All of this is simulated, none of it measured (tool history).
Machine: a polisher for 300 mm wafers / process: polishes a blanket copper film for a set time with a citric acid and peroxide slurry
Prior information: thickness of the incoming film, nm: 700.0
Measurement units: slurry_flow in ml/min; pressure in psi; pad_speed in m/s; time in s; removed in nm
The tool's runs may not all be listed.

run,day,slurry_flow,pressure,pad_speed,slurry_solids,time,removed
1,0.000,310,2.5,0.90,1.0,110,187.07
2,0.375,310,2.5,0.90,1.0,115,196.93
3,0.417,310,2.6,0.90,1.0,115,201.59
4,0.717,310,2.3,0.90,1.0,115,181.74
5,0.850,310,2.3,0.68,1.0,115,141.61
6,0.912,310,2.3,0.68,1.0,110,135.16
7,1.088,325,3.0,0.72,1.0,110,182.36
8,1.254,325,3.0,0.72,1.0,110,184.17
9,1.346,325,3.2,0.72,1.0,110,196.13
10,1.600,325,3.3,0.72,1.0,110,203.18

Expected results for the next run?
11,1.717,330,3.4,0.72,1.0,110,?

{"run 11": {"removed": 209.46}}

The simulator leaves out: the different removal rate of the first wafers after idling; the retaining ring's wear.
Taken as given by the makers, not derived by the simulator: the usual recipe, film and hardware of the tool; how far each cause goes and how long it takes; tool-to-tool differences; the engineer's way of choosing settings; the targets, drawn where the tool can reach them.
